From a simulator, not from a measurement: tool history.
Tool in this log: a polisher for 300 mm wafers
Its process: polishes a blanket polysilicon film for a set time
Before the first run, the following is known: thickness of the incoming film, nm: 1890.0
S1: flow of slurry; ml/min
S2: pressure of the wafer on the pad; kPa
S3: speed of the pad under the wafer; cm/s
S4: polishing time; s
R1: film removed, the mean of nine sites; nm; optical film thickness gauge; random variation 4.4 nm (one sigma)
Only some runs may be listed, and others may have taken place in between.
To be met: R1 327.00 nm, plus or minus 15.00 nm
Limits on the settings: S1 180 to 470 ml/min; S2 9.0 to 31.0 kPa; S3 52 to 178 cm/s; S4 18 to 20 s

{"run": 1, "hour": 0.0, "S1": 300, "S2": 20.0, "S3": 114, "S4": 20, "R1": 213.17}
{"run": 2, "hour": 3.0, "S1": 300, "S2": 17.9, "S3": 114, "S4": 20, "R1": 196.91}
{"run": 3, "hour": 7.5, "S1": 240, "S2": 17.9, "S3": 114, "S4": 20, "R1": 189.38}
{"run": 4, "hour": 15.1, "S1": 240, "S2": 20.0, "S3": 114, "S4": 20, "R1": 213.08}
{"run": 5, "hour": 20.8, "S1": 240, "S2": 21.4, "S3": 114, "S4": 20, "R1": 221.07}
{"run": 6, "hour": 23.3, "S1": 240, "S2": 21.4, "S3": 90, "S4": 20, "R1": 180.08}
{"run": 7, "hour": 28.7, "S1": 245, "S2": 26.9, "S3": 108, "S4": 20, "R1": 261.96}
{"run": 8, "hour": 30.1, "S1": 245, "S2": 27.6, "S3": 110, "S4": 20, "R1": 280.56}
{"run": 9, "hour": 38.8, "S1": 245, "S2": 28.3, "S3": 110, "S4": 20, "R1": 285.2}
{"run": 10, "hour": 47.2, "S1": 245, "S2": 29.0, "S3": 110, "S4": 20, "R1": 287.45}

Which one of the following 4 next-run settings gets every result inside its allowed miss? There is exactly one.
{"run": "A", "hour": 55.6, "S1": 240, "S2": 29.0, "S3": 104, "S4": 18, "R1": "?"}
{"run": "B", "hour": 55.6, "S1": 180, "S2": 30.3, "S3": 130, "S4": 19, "R1": "?"}
{"run": "C", "hour": 55.6, "S1": 310, "S2": 29.6, "S3": 94, "S4": 18, "R1": "?"}
{"run": "D", "hour": 55.6, "S1": 240, "S2": 31.0, "S3": 128, "S4": 20, "R1": "?"}

move=A R1=243.82
move=B R1=319.53
move=C R1=232.71
move=D R1=353.92
A: its largest miss is bigger than the last run's
B: every result within its allowed miss
C: its largest miss is bigger than the last run's
D: moves the result that the last run missed by most past its target, out the other side
B meets every target.
